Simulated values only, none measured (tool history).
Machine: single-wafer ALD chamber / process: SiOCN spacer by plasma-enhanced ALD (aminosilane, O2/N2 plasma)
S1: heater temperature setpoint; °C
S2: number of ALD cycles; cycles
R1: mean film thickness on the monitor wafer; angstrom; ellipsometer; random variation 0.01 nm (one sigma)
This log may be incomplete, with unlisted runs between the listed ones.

| run | hour | S1 | S2 | R1 |
|---|---|---|---|---|
| 1 | 0.0 | 415 | 60 | 36.692 |
| 2 | 7.7 | 417 | 59 | 36.079 |
| 3 | 11.0 | 417 | 56 | 34.413 |
| 4 | 13.9 | 418 | 55 | 33.657 |
| 5 | 18.0 | 418 | 63 | 38.408 |
| 6 | 21.6 | 418 | 59 | 36.116 |
| 7 | 26.3 | 418 | 58 | 35.526 |
| 8 | 27.0 | 418 | 57 | 34.671 |

Run 9 comes next. What will it give?
| 9 | 28.0 | 420 | 56 | ? |

{"run 9": {"R1": 34.033}}
